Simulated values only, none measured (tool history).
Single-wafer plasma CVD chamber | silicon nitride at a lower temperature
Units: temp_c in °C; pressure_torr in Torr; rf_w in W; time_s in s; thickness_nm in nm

| run | hour | temp_c | pressure_torr | rf_w | time_s | thickness_nm |
|---|---|---|---|---|---|---|
| 1 | 0 | 345 | 1.99 | 255 | 15.9 | 17.473 |
| 2 | 5.8 | 345 | 2.1 | 260 | 15.9 | 18.216 |
| 3 | 6.5 | 337 | 2.1 | 260 | 15.9 | 18.018 |
| 4 | 14.9 | 337 | 2.2 | 260 | 15.9 | 18.161 |
| 5 | 17.1 | 337 | 2.28 | 265 | 15.9 | 18.596 |
| 6 | 24.3 | 337 | 2.28 | 265 | 15.9 | 18.776 |

Run 7 comes next. What will it give?
| 7 | 25 | 337 | 2.35 | 265 | 15.9 | ? |

Run 7 gave thickness_nm 18.971 nm.
